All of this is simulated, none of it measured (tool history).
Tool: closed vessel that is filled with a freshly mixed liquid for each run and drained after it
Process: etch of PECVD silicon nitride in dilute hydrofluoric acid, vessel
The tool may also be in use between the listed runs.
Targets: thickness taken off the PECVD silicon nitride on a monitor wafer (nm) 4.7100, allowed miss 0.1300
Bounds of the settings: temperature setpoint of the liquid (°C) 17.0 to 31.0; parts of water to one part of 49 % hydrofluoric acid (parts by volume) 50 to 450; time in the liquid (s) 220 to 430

run    day  temperature setpoint of the liquid (°C)  parts of water to one part of 49 % hydrofluoric acid (parts by volume)  time in the liquid (s)  thickness taken off the PECVD silicon nitride on a monitor wafer (nm)
  1  0.000                                     23.0                                                                     250                     430                                                                 2.9146
  2  0.092                                     25.0                                                                     250                     430                                                                 3.2859
  3  0.321                                     25.0                                                                     185                     430                                                                 4.4535
  4  0.408                                     25.0                                                                     185                     430                                                                 4.4621
  5  0.454                                     25.0                                                                     185                     220                                                                 2.2406
  6  0.642                                     25.0                                                                     185                     220                                                                 2.2856
  7  0.800                                     26.5                                                                     145                     245                                                                 3.5351
  8  1.029                                     27.5                                                                     145                     245                                                                 3.7344
  9  1.100                                     27.5                                                                     145                     245                                                                 3.7980

5 next moves are on the table. One of them brings every result within its allowed miss. Which?
  A  1.171                                     29.5                                                                     220                     390                                                                      ?
  B  1.171                                     25.5                                                                     220                     400                                                                      ?
  C  1.171                                     27.5                                                                     190                     405                                                                      ?
  D  1.171                                     29.0                                                                     160                     220                                                                      ?
  E  1.171                                     29.5                                                                     240                     390                                                                      ?

move  thickness taken off the PECVD silicon nitride on a monitor wafer (nm)
   A                                                                 4.4395
   B                                                                 3.5713
   C                                                                 4.7385
   D                                                                 3.3572
   E                                                                 4.0623
A: nearer than the last run, and not there yet
B: further off than the last run
C: meets every target
D: further off than the last run
E: nearer than the last run, and not there yet
The right move is C.
